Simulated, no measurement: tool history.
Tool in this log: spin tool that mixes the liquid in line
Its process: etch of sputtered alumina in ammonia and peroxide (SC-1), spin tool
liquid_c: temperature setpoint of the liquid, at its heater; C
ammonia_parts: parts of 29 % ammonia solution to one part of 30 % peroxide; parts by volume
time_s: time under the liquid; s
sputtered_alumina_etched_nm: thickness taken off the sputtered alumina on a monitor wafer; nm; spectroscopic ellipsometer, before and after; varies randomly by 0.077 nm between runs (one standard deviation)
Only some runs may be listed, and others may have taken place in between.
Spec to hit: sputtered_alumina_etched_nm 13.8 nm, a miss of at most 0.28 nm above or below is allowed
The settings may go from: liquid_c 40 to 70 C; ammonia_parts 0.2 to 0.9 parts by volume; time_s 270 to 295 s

run    day  liquid_c  ammonia_parts  time_s  sputtered_alumina_etched_nm
  1      0        56            0.5     270                       20.112
  2  0.142        56           0.55     270                       20.391
  3  0.196      53.5           0.55     270                       17.916
  4  0.546      53.5           0.45     270                       17.625
  5  0.729      53.5           0.35     270                       17.221
  6  0.846        52           0.35     270                       15.841
  7  1.154        51           0.35     270                       15.087
  8  1.317      50.5           0.35     270                       14.769
  9  1.342        49           0.35     270                       13.503

Next run, 5 choices. One meets every target within its allowed miss, the rest don't. Which?
  A  1.367        51           0.25     275                            ?
  B  1.367        49            0.3     270                            ?
  C  1.367      49.5            0.4     280                            ?
  D  1.367      48.5            0.5     275                            ?
  E  1.367        49           0.25     275                            ?

move  sputtered_alumina_etched_nm
   A                       14.825
   B                       13.267
   C                       14.536
   D                       13.797
   E                        13.28
A: takes the biggest miss from the last run beyond its target
B: further off than the last run
C: takes the biggest miss from the last run beyond its target
D: in spec on every target
E: further off than the last run
Answer: D
